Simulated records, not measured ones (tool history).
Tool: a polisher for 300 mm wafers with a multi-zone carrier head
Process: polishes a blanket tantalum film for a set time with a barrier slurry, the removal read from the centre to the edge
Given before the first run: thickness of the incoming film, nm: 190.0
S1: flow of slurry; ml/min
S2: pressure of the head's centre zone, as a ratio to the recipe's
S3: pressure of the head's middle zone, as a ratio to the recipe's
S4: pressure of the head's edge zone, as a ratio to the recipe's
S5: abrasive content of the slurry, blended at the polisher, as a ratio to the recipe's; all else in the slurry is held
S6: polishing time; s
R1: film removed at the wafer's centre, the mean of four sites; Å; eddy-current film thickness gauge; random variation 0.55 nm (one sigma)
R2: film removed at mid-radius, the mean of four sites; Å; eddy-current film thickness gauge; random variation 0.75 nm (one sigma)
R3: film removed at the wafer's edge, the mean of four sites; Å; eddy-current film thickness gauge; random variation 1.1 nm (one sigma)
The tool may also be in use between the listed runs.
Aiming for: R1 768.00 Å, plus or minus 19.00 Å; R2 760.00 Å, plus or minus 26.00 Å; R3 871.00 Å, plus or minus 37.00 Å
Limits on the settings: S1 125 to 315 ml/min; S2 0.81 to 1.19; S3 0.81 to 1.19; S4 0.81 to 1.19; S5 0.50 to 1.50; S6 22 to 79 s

run  hour   S1    S2    S3    S4    S5  S6      R1      R2      R3
  1   0.0  205  1.00  1.00  1.00  1.00  50  642.40  653.19  644.11
  2   5.4  205  1.00  1.00  0.95  1.00  50  637.59  659.26  634.70
  3  11.6  245  1.00  1.00  0.95  1.00  50  653.54  685.24  648.60
  4  18.6  245  0.99  0.98  0.99  1.10  50  671.37  689.75  683.43
  5  21.4  250  0.98  0.97  1.02  1.15  50  677.17  686.12  684.47
  6  28.0  250  0.98  0.97  1.05  1.15  50  669.17  694.36  717.32
  7  32.1  255  0.99  0.97  1.07  1.20  50  685.20  697.65  718.17
  8  40.8  260  0.98  0.96  1.09  1.25  51  713.11  713.32  760.30
  9  48.5  265  0.98  0.96  1.11  1.30  51  721.82  728.62  767.77
 10  54.8  265  0.97  0.95  1.12  1.35  51  722.10  723.40  778.04

Below are 5 possible settings for the next run. Only one of them brings all results inside the allowed miss of their targets. Which is it?
  A  61.1  305  0.89  0.84  1.04  1.45  57   ?   ?   ?
  B  61.1  255  0.95  0.82  1.19  1.25  62   ?   ?   ?
  C  61.1  275  1.01  0.90  1.17  1.40  55   ?   ?   ?
  D  61.1  275  0.96  0.81  1.18  1.45  54   ?   ?   ?
  E  61.1  210  0.96  0.86  1.19  1.20  62   ?   ?   ?

move      R1      R2      R3
   A  766.61  756.57  849.23
   B  834.67  762.37  939.81
   C  814.00  757.61  854.92
   D  768.68  687.88  851.07
   E  809.73  763.65  910.87
A: in spec on every target
B: the result that was furthest off in the last run now lies on the other side of its target
C: brings the result that was furthest off to its target, and leaves another outside
D: brings the result that was furthest off to its target, and leaves another outside
E: the result that was furthest off in the last run now lies on the other side of its target
So the answer is move A, the one that meets all the targets.

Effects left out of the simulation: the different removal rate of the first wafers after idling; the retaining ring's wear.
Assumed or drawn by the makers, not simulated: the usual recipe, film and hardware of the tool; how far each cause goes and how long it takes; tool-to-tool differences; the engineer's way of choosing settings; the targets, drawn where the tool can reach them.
